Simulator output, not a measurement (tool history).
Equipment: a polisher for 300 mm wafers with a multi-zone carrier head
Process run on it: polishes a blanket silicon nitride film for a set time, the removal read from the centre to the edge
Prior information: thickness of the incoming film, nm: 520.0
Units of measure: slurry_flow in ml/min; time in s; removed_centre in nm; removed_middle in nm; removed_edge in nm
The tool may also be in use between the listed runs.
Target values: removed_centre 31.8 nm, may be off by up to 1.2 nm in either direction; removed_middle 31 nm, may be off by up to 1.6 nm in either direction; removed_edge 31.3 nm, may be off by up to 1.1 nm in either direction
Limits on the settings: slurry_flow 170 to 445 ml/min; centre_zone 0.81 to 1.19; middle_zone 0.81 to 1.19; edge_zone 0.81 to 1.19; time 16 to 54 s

Run 1, hour 0: slurry_flow 285 ml/min, centre_zone 1, middle_zone 1, edge_zone 1, time 35 s. Result: removed_centre 49.619 nm, removed_middle 51.378 nm, removed_edge 53.004 nm.
Run 2, hour 5.4: slurry_flow 285 ml/min, centre_zone 1, middle_zone 1, edge_zone 1, time 42 s. Result: removed_centre 60.832 nm, removed_middle 61.059 nm, removed_edge 62.604 nm.
Run 3, hour 10.8: slurry_flow 285 ml/min, centre_zone 1, middle_zone 0.94, edge_zone 1, time 42 s. Result: removed_centre 60.822 nm, removed_middle 58.65 nm, removed_edge 63.139 nm.
Run 4, hour 17.3: slurry_flow 280 ml/min, centre_zone 1.02, middle_zone 0.94, edge_zone 0.95, time 35 s. Result: removed_centre 50.67 nm, removed_middle 49.317 nm, removed_edge 50.054 nm.
Run 5, hour 25.4: slurry_flow 280 ml/min, centre_zone 1.02, middle_zone 0.94, edge_zone 0.95, time 28 s. Result: removed_centre 41.124 nm, removed_middle 39.716 nm, removed_edge 40.884 nm.
Run 6, hour 30.3: slurry_flow 280 ml/min, centre_zone 1.02, middle_zone 0.87, edge_zone 0.95, time 28 s. Result: removed_centre 39.92 nm, removed_middle 37.667 nm, removed_edge 40.481 nm.
Run 7, hour 38.3: slurry_flow 275 ml/min, centre_zone 1.01, middle_zone 0.86, edge_zone 0.92, time 26 s. Result: removed_centre 37.538 nm, removed_middle 34.178 nm, removed_edge 37.378 nm.
Run 8, hour 44.3: slurry_flow 275 ml/min, centre_zone 0.99, middle_zone 0.88, edge_zone 0.89, time 25 s. Result: removed_centre 34.661 nm, removed_middle 32.814 nm, removed_edge 35.287 nm.
Run 9, hour 46.5: slurry_flow 275 ml/min, centre_zone 0.99, middle_zone 0.9, edge_zone 0.87, time 24 s. Result: removed_centre 33.834 nm, removed_middle 32.933 nm, removed_edge 33.176 nm.
Run 10, hour 48.2: slurry_flow 270 ml/min, centre_zone 0.98, middle_zone 0.89, edge_zone 0.86, time 24 s. Result: removed_centre 33.636 nm, removed_middle 32.333 nm, removed_edge 33.344 nm.
Run 11, hour 52.9: slurry_flow 270 ml/min, centre_zone 0.98, middle_zone 0.89, edge_zone 0.86, time 24 s. Result: removed_centre 33.019 nm, removed_middle 32.847 nm, removed_edge 34.102 nm.

Exercise: of the 5 proposed moves below, exactly one satisfies all targets within the stated allowed misses. Which move is it?
Run A, hour 57.6: slurry_flow 245 ml/min, centre_zone 0.92, middle_zone 0.96, edge_zone 0.86, time 24 s. Result: removed_centre ?, removed_middle ?, removed_edge ?.
Run B, hour 57.6: slurry_flow 180 ml/min, centre_zone 0.94, middle_zone 0.81, edge_zone 0.92, time 25 s. Result: removed_centre ?, removed_middle ?, removed_edge ?.
Run C, hour 57.6: slurry_flow 310 ml/min, centre_zone 0.96, middle_zone 1.02, edge_zone 0.81, time 23 s. Result: removed_centre ?, removed_middle ?, removed_edge ?.
Run D, hour 57.6: slurry_flow 250 ml/min, centre_zone 0.99, middle_zone 0.91, edge_zone 0.86, time 23 s. Result: removed_centre ?, removed_middle ?, removed_edge ?.
Run E, hour 57.6: slurry_flow 185 ml/min, centre_zone 0.91, middle_zone 0.83, edge_zone 0.82, time 27 s. Result: removed_centre ?, removed_middle ?, removed_edge ?.

move  removed_centre  removed_middle  removed_edge
   A          31.144          34.664        32.966
   B          32.176           30.57        34.802
   C          31.791          35.584        31.162
   D          32.182          31.807        31.652
   E          33.727           33.77        35.739
A: nearer the targets than the last run, but a result is still out of spec
B: further off than the last run
C: corrects the largest miss of the last run, while another result sits out of spec
D: every result lands within tolerance
E: further off than the last run
The right move is D.

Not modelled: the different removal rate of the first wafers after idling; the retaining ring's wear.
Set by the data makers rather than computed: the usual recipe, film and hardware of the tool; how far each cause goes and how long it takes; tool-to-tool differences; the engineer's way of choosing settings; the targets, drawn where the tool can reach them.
